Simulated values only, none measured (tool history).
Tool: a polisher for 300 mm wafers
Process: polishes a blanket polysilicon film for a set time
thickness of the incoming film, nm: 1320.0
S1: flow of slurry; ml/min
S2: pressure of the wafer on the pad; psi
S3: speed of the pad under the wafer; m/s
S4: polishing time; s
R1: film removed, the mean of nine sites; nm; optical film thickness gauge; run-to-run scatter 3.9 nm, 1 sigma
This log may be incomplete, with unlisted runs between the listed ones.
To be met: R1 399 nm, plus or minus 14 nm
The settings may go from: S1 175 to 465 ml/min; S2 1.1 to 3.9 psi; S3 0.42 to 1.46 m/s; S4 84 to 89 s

run    day   S1   S2    S3  S4      R1
  1      0  295  2.5  0.94  84  676.53
  2  0.046  295  2.5  0.78  84  551.47
  3  0.225  295  2.4  0.78  84  543.96
  4  0.367  295  2.3  0.78  84  515.64
  5  0.408  295  2.3  0.88  84  574.37
  6  0.542  295  2.3  0.88  89  622.06
  7  0.742  295  2.2  0.88  89  592.64
  8  0.829  295  2.1  0.88  89  563.14
  9  1.154  295    2  0.88  89  544.63
 10  1.462  295  1.9  0.88  89  514.08
 11  1.608  295  1.8  0.88  89  495.55
 12  1.708  295  1.7  0.88  89   466.2
 13  2.046  295  1.5  0.88  89  418.35

Below are 5 possible settings for the next run. Only one of them brings all results inside the allowed miss of their targets. Which is it?
  A  2.383  305  1.7  0.84  87   ?
  B  2.383  270  1.7   0.8  88   ?
  C  2.383  270  1.5   0.8  85   ?
  D  2.383  250  1.3  0.98  86   ?
  E  2.383  380  1.7  0.86  84   ?

move      R1
   A  440.61
   B  421.09
   C  364.54
   D  394.39
   E  441.98
A: moves away from the targets compared with the last run
B: moves away from the targets compared with the last run
C: carries the result that was furthest off beyond its target, to the other side
D: meets every target
E: moves away from the targets compared with the last run
The right move is D.

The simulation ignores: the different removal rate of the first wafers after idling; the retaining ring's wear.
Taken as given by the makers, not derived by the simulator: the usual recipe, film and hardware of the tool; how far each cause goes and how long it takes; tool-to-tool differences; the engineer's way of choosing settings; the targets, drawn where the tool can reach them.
